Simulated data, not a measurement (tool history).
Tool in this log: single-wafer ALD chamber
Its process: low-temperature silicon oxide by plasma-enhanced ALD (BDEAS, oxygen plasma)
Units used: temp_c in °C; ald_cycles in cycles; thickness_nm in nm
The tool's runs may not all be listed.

run 1 hour=0 | temp_c=115 ald_cycles=23 | thickness_nm=3.0456
run 2 hour=5.1 | temp_c=115 ald_cycles=25 | thickness_nm=3.3149
run 3 hour=11.9 | temp_c=121 ald_cycles=25 | thickness_nm=3.2806
run 4 hour=19.2 | temp_c=121 ald_cycles=22 | thickness_nm=2.8728
run 5 hour=27.3 | temp_c=121 ald_cycles=25 | thickness_nm=3.2692
run 6 hour=32.1 | temp_c=117 ald_cycles=25 | thickness_nm=3.2864
run 7 hour=38.2 | temp_c=114 ald_cycles=25 | thickness_nm=3.3107

What will run 8 give?
run 8 hour=39.6 | temp_c=112 ald_cycles=25 | thickness_nm=?

Run 8 came out at thickness_nm 3.3162 nm.

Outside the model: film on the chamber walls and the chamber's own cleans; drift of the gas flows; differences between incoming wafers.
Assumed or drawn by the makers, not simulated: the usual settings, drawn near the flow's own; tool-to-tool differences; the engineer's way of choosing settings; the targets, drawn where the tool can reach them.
